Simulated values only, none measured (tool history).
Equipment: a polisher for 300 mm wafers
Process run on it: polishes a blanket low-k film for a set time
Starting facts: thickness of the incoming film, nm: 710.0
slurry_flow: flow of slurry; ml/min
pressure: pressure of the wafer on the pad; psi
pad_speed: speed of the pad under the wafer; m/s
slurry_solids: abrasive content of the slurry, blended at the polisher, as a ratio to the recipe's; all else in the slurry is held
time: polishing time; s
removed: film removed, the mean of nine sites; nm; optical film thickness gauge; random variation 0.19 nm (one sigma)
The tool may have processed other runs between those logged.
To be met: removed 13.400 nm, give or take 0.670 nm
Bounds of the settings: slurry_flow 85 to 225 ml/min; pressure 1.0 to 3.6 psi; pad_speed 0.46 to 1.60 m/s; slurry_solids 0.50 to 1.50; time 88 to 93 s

{"run": 1, "hour": 0.0, "slurry_flow": 145, "pressure": 2.3, "pad_speed": 1.02, "slurry_solids": 1.0, "time": 88, "removed": 33.596}
{"run": 2, "hour": 1.9, "slurry_flow": 145, "pressure": 2.3, "pad_speed": 1.14, "slurry_solids": 1.0, "time": 88, "removed": 37.218}
{"run": 3, "hour": 2.6, "slurry_flow": 145, "pressure": 2.2, "pad_speed": 1.08, "slurry_solids": 1.0, "time": 88, "removed": 33.616}
{"run": 4, "hour": 3.2, "slurry_flow": 145, "pressure": 1.9, "pad_speed": 1.08, "slurry_solids": 1.0, "time": 88, "removed": 30.036}
{"run": 5, "hour": 6.8, "slurry_flow": 145, "pressure": 1.8, "pad_speed": 1.04, "slurry_solids": 1.0, "time": 88, "removed": 27.132}
{"run": 6, "hour": 11.5, "slurry_flow": 145, "pressure": 1.4, "pad_speed": 1.04, "slurry_solids": 1.0, "time": 88, "removed": 21.173}
{"run": 7, "hour": 17.8, "slurry_flow": 145, "pressure": 1.4, "pad_speed": 1.02, "slurry_solids": 1.0, "time": 88, "removed": 21.091}
{"run": 8, "hour": 20.0, "slurry_flow": 145, "pressure": 1.4, "pad_speed": 1.0, "slurry_solids": 1.0, "time": 88, "removed": 20.767}
{"run": 9, "hour": 22.3, "slurry_flow": 145, "pressure": 1.4, "pad_speed": 0.98, "slurry_solids": 1.0, "time": 88, "removed": 20.092}
{"run": 10, "hour": 30.5, "slurry_flow": 145, "pressure": 1.4, "pad_speed": 0.96, "slurry_solids": 1.0, "time": 88, "removed": 19.412}
{"run": 11, "hour": 37.7, "slurry_flow": 145, "pressure": 1.4, "pad_speed": 0.94, "slurry_solids": 1.0, "time": 88, "removed": 19.664}
{"run": 12, "hour": 45.8, "slurry_flow": 135, "pressure": 1.0, "pad_speed": 0.66, "slurry_solids": 0.95, "time": 88, "removed": 10.232}
{"run": 13, "hour": 51.5, "slurry_flow": 135, "pressure": 1.0, "pad_speed": 0.66, "slurry_solids": 0.95, "time": 88, "removed": 10.588}
{"run": 14, "hour": 55.8, "slurry_flow": 140, "pressure": 1.0, "pad_speed": 0.66, "slurry_solids": 0.95, "time": 88, "removed": 10.644}
{"run": 15, "hour": 57.0, "slurry_flow": 145, "pressure": 1.0, "pad_speed": 0.66, "slurry_solids": 0.95, "time": 88, "removed": 10.67}

Exactly one of the 5 candidate moves below puts every result within its allowed miss. Which one?
{"run": "A", "hour": 58.2, "slurry_flow": 175, "pressure": 1.1, "pad_speed": 0.88, "slurry_solids": 0.9, "time": 92, "removed": "?"}
{"run": "B", "hour": 58.2, "slurry_flow": 140, "pressure": 1.6, "pad_speed": 0.52, "slurry_solids": 0.85, "time": 91, "removed": "?"}
{"run": "C", "hour": 58.2, "slurry_flow": 140, "pressure": 1.1, "pad_speed": 0.7, "slurry_solids": 0.9, "time": 91, "removed": "?"}
{"run": "D", "hour": 58.2, "slurry_flow": 175, "pressure": 1.2, "pad_speed": 0.9, "slurry_solids": 0.5, "time": 93, "removed": "?"}
{"run": "E", "hour": 58.2, "slurry_flow": 150, "pressure": 1.4, "pad_speed": 0.66, "slurry_solids": 1.05, "time": 89, "removed": "?"}

move=A removed=15.356
move=B removed=13.552
move=C removed=12.246
move=D removed=14.595
move=E removed=15.164
A: takes the result that was furthest off past its target
B: every result lands within tolerance
C: better than the last run, though not everything is in spec
D: takes the result that was furthest off past its target
E: takes the result that was furthest off past its target
So the answer is move B, the one that meets all the targets.
